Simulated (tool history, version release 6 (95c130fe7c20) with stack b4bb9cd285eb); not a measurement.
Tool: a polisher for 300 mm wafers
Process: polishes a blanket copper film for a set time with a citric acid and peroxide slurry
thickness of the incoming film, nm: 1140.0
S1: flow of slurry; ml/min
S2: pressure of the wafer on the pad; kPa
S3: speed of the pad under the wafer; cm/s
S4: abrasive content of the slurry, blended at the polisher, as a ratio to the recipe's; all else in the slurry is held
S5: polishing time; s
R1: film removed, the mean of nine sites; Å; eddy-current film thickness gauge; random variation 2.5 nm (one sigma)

Run 1, hour 0.0: S1 245 ml/min, S2 27.6 kPa, S3 118 cm/s, S4 1.0, S5 50 s. Result: R1 1848.8 Å.
Run 2, hour 8.6: S1 245 ml/min, S2 33.1 kPa, S3 118 cm/s, S4 1.0, S5 50 s. Result: R1 2078.8 Å.
Run 3, hour 14.8: S1 215 ml/min, S2 33.1 kPa, S3 118 cm/s, S4 1.0, S5 50 s. Result: R1 2093.4 Å.
Run 4, hour 20.3: S1 215 ml/min, S2 33.1 kPa, S3 118 cm/s, S4 0.8, S5 50 s. Result: R1 1950.4 Å.
Run 5, hour 21.1: S1 215 ml/min, S2 30.3 kPa, S3 118 cm/s, S4 0.8, S5 50 s. Result: R1 1816.4 Å.
Run 6, hour 22.7: S1 215 ml/min, S2 31.7 kPa, S3 118 cm/s, S4 0.8, S5 50 s. Result: R1 1895.8 Å.
Run 7, hour 28.7: S1 215 ml/min, S2 33.1 kPa, S3 118 cm/s, S4 0.8, S5 50 s. Result: R1 1998.2 Å.

Forecast run 8:
Run 8, hour 37.6: S1 215 ml/min, S2 33.8 kPa, S3 118 cm/s, S4 0.8, S5 50 s. Result: R1 ?.

Run 8 gave R1 1988.9 Å.
